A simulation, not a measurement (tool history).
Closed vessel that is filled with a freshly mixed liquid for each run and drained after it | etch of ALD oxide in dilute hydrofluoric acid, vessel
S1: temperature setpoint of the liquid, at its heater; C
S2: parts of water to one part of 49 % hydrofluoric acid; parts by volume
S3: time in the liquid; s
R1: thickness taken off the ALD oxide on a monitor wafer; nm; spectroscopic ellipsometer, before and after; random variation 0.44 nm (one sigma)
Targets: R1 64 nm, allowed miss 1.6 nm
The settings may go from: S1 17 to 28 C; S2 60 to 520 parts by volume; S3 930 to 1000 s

run 1 day=0 | S1=20 S2=290 S3=930 | R1=45.205
run 2 day=0.162 | S1=21 S2=285 S3=930 | R1=47.925
run 3 day=0.471 | S1=19.5 S2=285 S3=930 | R1=45.77
run 4 day=0.708 | S1=19.5 S2=250 S3=930 | R1=52.476
run 5 day=1.033 | S1=17.5 S2=250 S3=930 | R1=49.353
run 6 day=1.379 | S1=20 S2=250 S3=930 | R1=53.485
-- day=1.738 hydrofluoric acid flow meter replaced
run 7 day=1.738 | S1=20.5 S2=250 S3=930 | R1=48.308
run 8 day=1.9 | S1=20.5 S2=230 S3=930 | R1=53.325
run 9 day=2.196 | S1=20.5 S2=220 S3=930 | R1=56.429

Which of these 5 next moves meets every target?
run A day=2.492 | S1=22 S2=215 S3=1000 | R1=?
run B day=2.492 | S1=22 S2=200 S3=930 | R1=?
run C day=2.492 | S1=19.5 S2=200 S3=930 | R1=?
run D day=2.492 | S1=20.5 S2=210 S3=945 | R1=?
run E day=2.492 | S1=23.5 S2=225 S3=965 | R1=?

move=A R1=66.605
move=B R1=67.615
move=C R1=61.44
move=D R1=61.192
move=E R1=64.262
A: takes the result that was furthest off past its target
B: takes the result that was furthest off past its target
C: nearer than the last run, and not there yet
D: nearer than the last run, and not there yet
E: meets every target
Answer: E

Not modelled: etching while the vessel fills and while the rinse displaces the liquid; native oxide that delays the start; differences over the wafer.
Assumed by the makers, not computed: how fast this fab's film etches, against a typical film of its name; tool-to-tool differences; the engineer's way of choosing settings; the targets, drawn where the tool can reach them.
